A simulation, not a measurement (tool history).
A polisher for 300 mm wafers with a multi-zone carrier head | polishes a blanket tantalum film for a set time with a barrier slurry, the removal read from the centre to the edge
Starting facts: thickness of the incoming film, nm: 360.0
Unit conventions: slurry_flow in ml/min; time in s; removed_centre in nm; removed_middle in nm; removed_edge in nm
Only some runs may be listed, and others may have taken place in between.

run 1 hour=0 | slurry_flow=290 centre_zone=1 middle_zone=1 edge_zone=1 slurry_solids=1 time=31 | removed_centre=28.184 removed_middle=30.779 removed_edge=31.433
run 2 hour=2.5 | slurry_flow=290 centre_zone=1 middle_zone=1 edge_zone=1 slurry_solids=1 time=37 | removed_centre=33.671 removed_middle=36.385 removed_edge=37.653
run 3 hour=9 | slurry_flow=295 centre_zone=1.01 middle_zone=1 edge_zone=0.97 slurry_solids=0.9 time=34 | removed_centre=30.211 removed_middle=32.274 removed_edge=32.537
run 4 hour=9.9 | slurry_flow=295 centre_zone=1.01 middle_zone=1 edge_zone=0.97 slurry_solids=1.1 time=34 | removed_centre=32.454 removed_middle=34.585 removed_edge=35.394
run 5 hour=13.6 | slurry_flow=295 centre_zone=1.01 middle_zone=1.04 edge_zone=0.97 slurry_solids=1.1 time=34 | removed_centre=32.536 removed_middle=35.979 removed_edge=34.839
run 6 hour=19.1 | slurry_flow=260 centre_zone=1.01 middle_zone=1.04 edge_zone=0.97 slurry_solids=1.1 time=34 | removed_centre=32.045 removed_middle=35.581 removed_edge=34.496
run 7 hour=21 | slurry_flow=255 centre_zone=1.01 middle_zone=1.03 edge_zone=0.95 slurry_solids=1 time=32 | removed_centre=28.995 removed_middle=32.134 removed_edge=31.726
run 8 hour=26.3 | slurry_flow=330 centre_zone=1.11 middle_zone=1.11 edge_zone=0.85 slurry_solids=0.75 time=23 | removed_centre=20.36 removed_middle=22.031 removed_edge=18.968

Run 9 comes next. What will it give?
-- hour=30.9 centre zone pressure recalibrated
run 9 hour=30.9 | slurry_flow=325 centre_zone=1.04 middle_zone=1.01 edge_zone=0.84 slurry_solids=0.6 time=23 | removed_centre=? removed_middle=? removed_edge=?

Run 9 came out at removed_centre 17.524 nm, removed_middle 17.711 nm, removed_edge 16.3 nm.
